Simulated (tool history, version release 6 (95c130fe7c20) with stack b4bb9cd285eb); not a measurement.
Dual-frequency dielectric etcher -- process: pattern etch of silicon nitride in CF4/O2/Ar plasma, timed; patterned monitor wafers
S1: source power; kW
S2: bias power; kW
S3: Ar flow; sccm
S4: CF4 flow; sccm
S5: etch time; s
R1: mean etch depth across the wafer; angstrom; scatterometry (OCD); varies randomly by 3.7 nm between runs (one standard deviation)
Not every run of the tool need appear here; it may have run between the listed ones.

run	hour	S1	S2	S3	S4	S5	R1
1	0.0	0.460	0.050	113	107	506.0	8424.1
2	3.2	0.460	0.054	113	107	506.0	8690.1
3	10.4	0.460	0.054	113	122	506.0	8709.6
4	13.3	0.460	0.061	113	122	506.0	9222.8
5	14.9	0.460	0.057	113	122	506.0	9009.2
6	19.5	0.460	0.052	113	122	506.0	8741.2
7	28.1	0.460	0.052	113	122	506.0	8693.1
8	30.3	0.420	0.051	114	121	506.0	7757.9

Run 9 is up next; what results do you expect?
9	35.6	0.320	0.050	114	121	506.0	?

{"run 9": {"R1": 5633.7}}
